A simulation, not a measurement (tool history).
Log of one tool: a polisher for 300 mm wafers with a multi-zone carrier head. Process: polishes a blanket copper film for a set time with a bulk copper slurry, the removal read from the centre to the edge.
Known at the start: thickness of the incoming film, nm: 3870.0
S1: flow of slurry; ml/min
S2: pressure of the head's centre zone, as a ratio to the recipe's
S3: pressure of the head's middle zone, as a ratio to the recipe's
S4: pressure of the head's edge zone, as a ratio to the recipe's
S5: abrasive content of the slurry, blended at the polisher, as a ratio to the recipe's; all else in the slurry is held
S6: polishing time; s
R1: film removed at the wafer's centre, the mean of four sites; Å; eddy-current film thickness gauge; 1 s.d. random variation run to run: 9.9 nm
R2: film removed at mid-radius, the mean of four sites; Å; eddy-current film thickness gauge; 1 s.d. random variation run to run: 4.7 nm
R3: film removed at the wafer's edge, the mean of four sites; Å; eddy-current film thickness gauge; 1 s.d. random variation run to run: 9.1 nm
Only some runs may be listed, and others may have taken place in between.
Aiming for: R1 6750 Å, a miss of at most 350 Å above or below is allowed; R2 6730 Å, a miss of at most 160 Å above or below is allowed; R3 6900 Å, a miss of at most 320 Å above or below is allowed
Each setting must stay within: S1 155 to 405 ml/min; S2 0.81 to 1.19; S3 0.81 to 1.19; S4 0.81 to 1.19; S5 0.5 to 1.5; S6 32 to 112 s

| run | hour | S1 | S2 | S3 | S4 | S5 | S6 | R1 | R2 | R3 |
|---|---|---|---|---|---|---|---|---|---|---|
| 1 | 0 | 260 | 1 | 1 | 1 | 1 | 72 | 5954.5 | 6131 | 6132.6 |
| 2 | 8.7 | 265 | 1.01 | 1.01 | 1.02 | 1 | 72 | 6090 | 6067.2 | 6155.3 |
| 3 | 12.5 | 265 | 0.93 | 1.01 | 1.02 | 1 | 72 | 5678.4 | 6114.8 | 6094.9 |
| 4 | 17.3 | 265 | 1 | 1.01 | 1.02 | 1 | 72 | 5813.9 | 6133.5 | 6098.2 |
| 5 | 23.1 | 265 | 1.01 | 1.01 | 1.02 | 1.05 | 72 | 5963.6 | 6204.7 | 6111.8 |
| 6 | 26.3 | 265 | 1.01 | 1.01 | 1.09 | 1.05 | 72 | 6218.5 | 6188.8 | 6369.9 |
| 7 | 30.6 | 265 | 1.01 | 1.01 | 1.1 | 1.05 | 72 | 6062.1 | 6108.7 | 6306.2 |
| 8 | 36.4 | 265 | 1.01 | 1.01 | 1.11 | 1.1 | 72 | 5905.2 | 6257.6 | 6322.9 |
| 9 | 38.4 | 270 | 1.02 | 1.01 | 1.12 | 1.1 | 73 | 6100.3 | 6373.6 | 6742.1 |
| 10 | 42.1 | 275 | 1.03 | 1.02 | 1.12 | 1.1 | 73 | 6396.1 | 6363.6 | 6424.5 |

Below are 5 possible settings for the next run. Only one of them brings all results inside the allowed miss of their targets. Which is it?
| A | 45.8 | 230 | 1.07 | 1.07 | 1.16 | 0.85 | 79 | ? | ? | ? |
| B | 45.8 | 155 | 0.84 | 0.86 | 1.08 | 1.35 | 89 | ? | ? | ? |
| C | 45.8 | 305 | 1.06 | 0.97 | 1.15 | 1.1 | 74 | ? | ? | ? |
| D | 45.8 | 300 | 0.99 | 0.98 | 1.13 | 1.4 | 71 | ? | ? | ? |
| E | 45.8 | 295 | 1.14 | 1.05 | 1.13 | 1.05 | 68 | ? | ? | ? |

| move | R1 | R2 | R3 |
|---|---|---|---|
| A | 6630.1 | 6789 | 6977.7 |
| B | 5981.9 | 6398.5 | 7776.3 |
| C | 6657.1 | 6307.2 | 6963.6 |
| D | 6249.9 | 6352.9 | 6890.8 |
| E | 6461.8 | 6127 | 6270 |
A: hits every target within its allowed miss
B: moves away from the targets compared with the last run
C: moves away from the targets compared with the last run
D: about the same distance from the targets as the last run
E: moves away from the targets compared with the last run
A is the move that brings every result within its allowed miss.

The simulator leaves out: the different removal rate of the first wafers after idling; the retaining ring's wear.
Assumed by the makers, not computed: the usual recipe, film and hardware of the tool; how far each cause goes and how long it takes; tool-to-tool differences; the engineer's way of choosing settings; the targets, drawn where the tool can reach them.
